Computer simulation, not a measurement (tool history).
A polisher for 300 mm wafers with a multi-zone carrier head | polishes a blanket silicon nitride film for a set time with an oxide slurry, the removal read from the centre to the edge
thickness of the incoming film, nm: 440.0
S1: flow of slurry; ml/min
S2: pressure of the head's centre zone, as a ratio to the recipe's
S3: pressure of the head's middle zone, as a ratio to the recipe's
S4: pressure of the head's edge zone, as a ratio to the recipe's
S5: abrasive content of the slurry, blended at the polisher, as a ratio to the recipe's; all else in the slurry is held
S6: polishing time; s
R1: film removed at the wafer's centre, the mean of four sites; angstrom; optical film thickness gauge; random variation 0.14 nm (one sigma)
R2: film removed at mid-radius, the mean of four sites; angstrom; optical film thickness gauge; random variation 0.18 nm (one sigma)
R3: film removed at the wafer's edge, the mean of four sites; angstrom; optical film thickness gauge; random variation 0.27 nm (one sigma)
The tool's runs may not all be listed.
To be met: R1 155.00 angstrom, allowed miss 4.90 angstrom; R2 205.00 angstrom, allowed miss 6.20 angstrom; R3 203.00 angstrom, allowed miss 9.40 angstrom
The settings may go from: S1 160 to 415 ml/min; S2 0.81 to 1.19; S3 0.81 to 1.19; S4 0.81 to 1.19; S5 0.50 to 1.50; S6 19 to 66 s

| run | hour | S1 | S2 | S3 | S4 | S5 | S6 | R1 | R2 | R3 |
|---|---|---|---|---|---|---|---|---|---|---|
| 1 | 0.0 | 265 | 1.00 | 1.00 | 1.00 | 1.00 | 42 | 274.18 | 254.53 | 268.67 |
| 2 | 8.7 | 245 | 0.94 | 1.05 | 1.04 | 0.85 | 41 | 230.52 | 237.01 | 250.46 |
| 3 | 10.6 | 230 | 0.90 | 1.09 | 1.05 | 0.75 | 40 | 202.99 | 226.19 | 222.70 |
| 4 | 13.6 | 230 | 0.90 | 1.04 | 1.05 | 0.75 | 40 | 203.60 | 214.60 | 226.55 |
| 5 | 17.3 | 230 | 0.84 | 1.04 | 1.05 | 0.75 | 40 | 187.02 | 219.08 | 226.75 |
| 6 | 19.9 | 230 | 0.81 | 1.04 | 1.05 | 0.75 | 40 | 181.33 | 214.86 | 222.04 |
| 7 | 21.0 | 175 | 0.81 | 1.14 | 1.15 | 0.50 | 39 | 136.38 | 173.52 | 179.60 |
| 8 | 25.3 | 250 | 0.81 | 1.19 | 1.18 | 0.60 | 39 | 157.95 | 215.12 | 208.91 |
| 9 | 32.2 | 240 | 0.81 | 1.19 | 1.18 | 0.60 | 39 | 159.59 | 212.62 | 213.71 |
|  | 40.1 | centre zone pressure recalibrated |
| 10 | 40.1 | 230 | 0.81 | 1.19 | 1.17 | 0.60 | 39 | 147.30 | 211.25 | 206.69 |
| 11 | 43.3 | 230 | 0.82 | 1.18 | 1.17 | 0.60 | 39 | 148.01 | 211.71 | 204.32 |

Which of these 5 next moves meets every target?
| A | 46.5 | 215 | 0.81 | 1.14 | 1.19 | 0.75 | 35 | ? | ? | ? |
| B | 46.5 | 265 | 0.83 | 1.12 | 1.07 | 0.55 | 41 | ? | ? | ? |
| C | 46.5 | 295 | 0.82 | 1.18 | 1.19 | 0.55 | 39 | ? | ? | ? |
| D | 46.5 | 235 | 0.81 | 1.17 | 1.19 | 0.70 | 38 | ? | ? | ? |
| E | 46.5 | 205 | 0.86 | 1.05 | 1.10 | 0.70 | 39 | ? | ? | ? |

| move | R1 | R2 | R3 |
|---|---|---|---|
| A | 144.15 | 204.28 | 207.51 |
| B | 152.62 | 207.23 | 201.70 |
| C | 145.42 | 208.70 | 203.63 |
| D | 153.58 | 222.20 | 219.90 |
| E | 163.48 | 203.54 | 214.27 |
A: further off than the last run
B: meets every target
C: further off than the last run
D: brings the result that was furthest off to its target, and leaves another outside
E: takes the result that was furthest off past its target
Move B is the one to make.
